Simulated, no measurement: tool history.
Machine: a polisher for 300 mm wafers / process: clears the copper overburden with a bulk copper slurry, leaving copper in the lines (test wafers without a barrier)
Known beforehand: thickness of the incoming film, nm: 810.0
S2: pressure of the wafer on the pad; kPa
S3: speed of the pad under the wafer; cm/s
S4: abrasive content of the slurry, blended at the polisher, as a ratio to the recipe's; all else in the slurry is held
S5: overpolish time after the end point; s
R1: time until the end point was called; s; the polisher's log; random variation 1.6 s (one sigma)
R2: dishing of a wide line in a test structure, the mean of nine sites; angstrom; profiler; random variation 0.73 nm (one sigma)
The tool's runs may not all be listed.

{"run": 1, "hour": 0.0, "flow of slurry (ml/min)": 250, "S2": 17.2, "S3": 108, "S4": 1, "S5": 21, "R1": 97.569, "R2": 712.79}
{"run": 2, "hour": 2.5, "flow of slurry (ml/min)": 225, "S2": 17.2, "S3": 108, "S4": 1, "S5": 21, "R1": 98.263, "R2": 711}
{"run": 3, "hour": 3.7, "flow of slurry (ml/min)": 225, "S2": 17.2, "S3": 128, "S4": 1, "S5": 21, "R1": 84.495, "R2": 755.57}
{"run": 4, "hour": 10.6, "flow of slurry (ml/min)": 225, "S2": 17.2, "S3": 128, "S4": 1, "S5": 25, "R1": 83.968, "R2": 803.58}
{"run": 5, "hour": 19.7, "flow of slurry (ml/min)": 225, "S2": 14.5, "S3": 128, "S4": 1, "S5": 25, "R1": 99.466, "R2": 729.7}
{"run": 6, "hour": 20.6, "flow of slurry (ml/min)": 225, "S2": 14.5, "S3": 128, "S4": 1, "S5": 31, "R1": 99.913, "R2": 765.82}
{"run": 7, "hour": 28.4, "flow of slurry (ml/min)": 225, "S2": 13.8, "S3": 128, "S4": 1, "S5": 28, "R1": 103.46, "R2": 737.77}
{"run": 8, "hour": 36.1, "flow of slurry (ml/min)": 225, "S2": 13.1, "S3": 128, "S4": 1, "S5": 25, "R1": 110.22, "R2": 683.09}

What will run 9 give?
{"run": 9, "hour": 41.0, "flow of slurry (ml/min)": 225, "S2": 12.4, "S3": 128, "S4": 1, "S5": 23, "R1": "?", "R2": "?"}

Run 9 gave R1 114.13 s, R2 650.9 angstrom.
